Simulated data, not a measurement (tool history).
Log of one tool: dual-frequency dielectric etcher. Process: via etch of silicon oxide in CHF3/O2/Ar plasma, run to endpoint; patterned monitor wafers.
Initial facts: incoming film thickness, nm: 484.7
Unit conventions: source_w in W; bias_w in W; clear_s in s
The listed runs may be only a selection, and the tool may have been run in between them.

| run | hour | source_w | bias_w | clear_s |
|---|---|---|---|---|
| 1 | 0.0 | 520 | 231 | 228.91 |
| 2 | 0.9 | 600 | 231 | 215.84 |
| 3 | 9.9 | 600 | 195 | 232.07 |
| 4 | 12.6 | 650 | 195 | 223.74 |
| 5 | 13.6 | 600 | 192 | 232.71 |
| 6 | 19.0 | 560 | 189 | 240.04 |
| 7 | 24.2 | 520 | 186 | 243.75 |

Run 8 comes next. What will it give?
| 8 | 31.7 | 490 | 180 | ? |

{"run 8": {"clear_s": 253.1}}
